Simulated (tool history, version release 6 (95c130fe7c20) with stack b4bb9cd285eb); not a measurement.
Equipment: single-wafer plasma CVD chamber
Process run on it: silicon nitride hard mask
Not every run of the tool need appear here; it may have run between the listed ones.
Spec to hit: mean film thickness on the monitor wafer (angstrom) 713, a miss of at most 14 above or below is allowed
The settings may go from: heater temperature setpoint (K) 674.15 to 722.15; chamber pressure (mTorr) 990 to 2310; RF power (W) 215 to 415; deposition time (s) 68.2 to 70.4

run,hour,heater temperature setpoint (K),chamber pressure (mTorr),RF power (W),deposition time (s),mean film thickness on the monitor wafer (angstrom)
1,0,698.15,1650,315,68.2,805.56
2,7.9,698.15,1510,310,68.2,788.91
3,11.6,698.15,1430,300,68.2,765.45
4,12.7,698.15,1430,300,68.2,767.13
5,14.3,698.15,1430,330,68.2,804.7
6,22.4,698.15,1430,300,68.2,763.76
7,28.3,698.15,1350,295,68.2,748.57
8,30.3,698.15,1350,295,68.2,749.25

Which one of the following 5 next-run settings gets every result inside its allowed miss? There is exactly one.
A,32.3,698.15,1210,285,70.4,?
B,32.3,705.15,1350,255,68.2,?
C,32.3,676.15,1210,300,68.2,?
D,32.3,701.15,1330,280,69.8,?
E,32.3,710.15,1460,260,69,?

move,mean film thickness on the monitor wafer (angstrom)
A,739.55
B,687.06
C,743.5
D,738.73
E,711.86
A: nearer than the last run, and not there yet
B: takes the result that was furthest off past its target
C: nearer than the last run, and not there yet
D: nearer than the last run, and not there yet
E: each result inside its tolerance
The right move is E.
